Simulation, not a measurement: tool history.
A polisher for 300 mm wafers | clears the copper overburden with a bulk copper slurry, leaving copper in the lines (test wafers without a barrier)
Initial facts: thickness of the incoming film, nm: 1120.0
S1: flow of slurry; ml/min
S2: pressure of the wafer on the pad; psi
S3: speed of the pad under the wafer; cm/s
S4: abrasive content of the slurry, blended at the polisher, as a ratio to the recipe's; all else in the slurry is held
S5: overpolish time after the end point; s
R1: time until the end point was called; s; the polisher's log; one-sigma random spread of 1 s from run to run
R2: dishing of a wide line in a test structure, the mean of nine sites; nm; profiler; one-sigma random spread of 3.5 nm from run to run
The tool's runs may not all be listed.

run	hour	S1	S2	S3	S4	S5	R1	R2
1	0	290	2.9	140	1	30	84.674	136.36
2	0.8	255	2.9	140	1	30	83.073	138.26
3	6.7	255	3.1	142	1	30	79.597	140.83
4	11.9	255	3.4	144	1	31	71.836	152.02
5	16.2	255	3.6	146	1	31	67.845	157.2
6	17.4	255	3.6	146	1	41	66.602	174.76
7	21.6	255	3.7	148	1	38	63.464	169.48
8	25.9	255	3.7	148	1	38	63.216	171.48

Run 9 has not been measured yet. What should we expect?
9	28.9	255	3.7	148	1	37	?	?

Run 9 produced R1 65.585 s, R2 172.65 nm.
